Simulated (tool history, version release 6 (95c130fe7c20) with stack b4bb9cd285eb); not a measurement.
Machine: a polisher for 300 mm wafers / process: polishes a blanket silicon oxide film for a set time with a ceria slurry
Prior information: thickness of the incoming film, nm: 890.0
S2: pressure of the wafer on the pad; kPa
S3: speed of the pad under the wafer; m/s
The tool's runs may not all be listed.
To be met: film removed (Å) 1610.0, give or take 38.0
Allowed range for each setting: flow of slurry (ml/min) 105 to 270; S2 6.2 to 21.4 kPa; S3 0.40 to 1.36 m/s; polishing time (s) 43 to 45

Run 1, hour 0.0: flow of slurry (ml/min) 175, S2 13.8 kPa, S3 0.88 m/s, polishing time (s) 43. Result: film removed (Å) 1180.0.
Run 2, hour 7.6: flow of slurry (ml/min) 180, S2 14.5 kPa, S3 0.88 m/s, polishing time (s) 43. Result: film removed (Å) 1226.1.
Run 3, hour 10.6: flow of slurry (ml/min) 140, S2 14.5 kPa, S3 0.88 m/s, polishing time (s) 43. Result: film removed (Å) 1190.5.
Run 4, hour 15.0: flow of slurry (ml/min) 140, S2 13.1 kPa, S3 0.88 m/s, polishing time (s) 43. Result: film removed (Å) 1086.4.
Run 5, hour 19.8: flow of slurry (ml/min) 140, S2 11.7 kPa, S3 0.88 m/s, polishing time (s) 43. Result: film removed (Å) 998.7.
Run 6, hour 22.8: flow of slurry (ml/min) 145, S2 13.1 kPa, S3 0.88 m/s, polishing time (s) 43. Result: film removed (Å) 1112.3.
Run 7, hour 29.5: flow of slurry (ml/min) 145, S2 13.8 kPa, S3 0.88 m/s, polishing time (s) 43. Result: film removed (Å) 1135.5.
Run 8, hour 38.0: flow of slurry (ml/min) 155, S2 14.5 kPa, S3 0.88 m/s, polishing time (s) 43. Result: film removed (Å) 1220.2.
Run 9, hour 41.8: flow of slurry (ml/min) 160, S2 15.2 kPa, S3 0.88 m/s, polishing time (s) 43. Result: film removed (Å) 1260.8.
Run 10, hour 43.9: flow of slurry (ml/min) 160, S2 15.2 kPa, S3 0.88 m/s, polishing time (s) 43. Result: film removed (Å) 1257.1.
Run 11, hour 45.6: flow of slurry (ml/min) 165, S2 15.9 kPa, S3 0.88 m/s, polishing time (s) 43. Result: film removed (Å) 1300.8.
Run 12, hour 50.0: flow of slurry (ml/min) 170, S2 16.5 kPa, S3 0.88 m/s, polishing time (s) 43. Result: film removed (Å) 1362.5.
Run 13, hour 55.2: flow of slurry (ml/min) 175, S2 17.2 kPa, S3 0.88 m/s, polishing time (s) 43. Result: film removed (Å) 1418.6.

Pick the move, out of 5, that brings all results within their allowed miss; only one does.
Run A, hour 60.4: flow of slurry (ml/min) 145, S2 18.6 kPa, S3 0.86 m/s, polishing time (s) 45. Result: film removed (Å) ?.
Run B, hour 60.4: flow of slurry (ml/min) 165, S2 16.5 kPa, S3 0.92 m/s, polishing time (s) 45. Result: film removed (Å) ?.
Run C, hour 60.4: flow of slurry (ml/min) 160, S2 20.0 kPa, S3 0.70 m/s, polishing time (s) 45. Result: film removed (Å) ?.
Run D, hour 60.4: flow of slurry (ml/min) 165, S2 19.3 kPa, S3 0.86 m/s, polishing time (s) 45. Result: film removed (Å) ?.
Run E, hour 60.4: flow of slurry (ml/min) 185, S2 17.9 kPa, S3 0.98 m/s, polishing time (s) 44. Result: film removed (Å) ?.

move  film removed (Å)
   A            1516.7
   B            1499.4
   C            1349.0
   D            1604.9
   E            1702.4
A: closer than the last run, but not yet in spec
B: closer than the last run, but not yet in spec
C: misses by more than the last run did
D: meets every target
E: takes the biggest miss from the last run beyond its target
D is the move that brings every result within its allowed miss.

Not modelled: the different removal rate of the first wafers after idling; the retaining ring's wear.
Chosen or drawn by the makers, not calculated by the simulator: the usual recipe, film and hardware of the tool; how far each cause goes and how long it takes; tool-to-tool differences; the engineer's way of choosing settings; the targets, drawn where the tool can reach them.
